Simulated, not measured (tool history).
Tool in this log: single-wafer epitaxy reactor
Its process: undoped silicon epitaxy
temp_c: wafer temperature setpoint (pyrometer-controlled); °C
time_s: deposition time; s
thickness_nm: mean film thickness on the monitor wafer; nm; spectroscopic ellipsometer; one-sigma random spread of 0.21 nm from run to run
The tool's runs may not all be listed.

run	hour	temp_c	time_s	thickness_nm
1	0.0	630	444	49.191
2	7.9	630	506	55.497
3	14.9	630	563	62.256
4	18.7	630	586	64.297
5	23.8	625	584	57.022
6	25.7	631	584	65.899
7	30.4	626	582	58.416
8	35.5	622	581	52.346
9	41.0	619	580	48.717
10	46.4	617	579	46.135
11	51.6	615	578	43.613
12	58.6	614	578	42.551
13	67.4	613	578	41.333

What does the tool deliver on the next run?
14	71.4	612	578	?

{"run 14": {"thickness_nm": 40.532}}
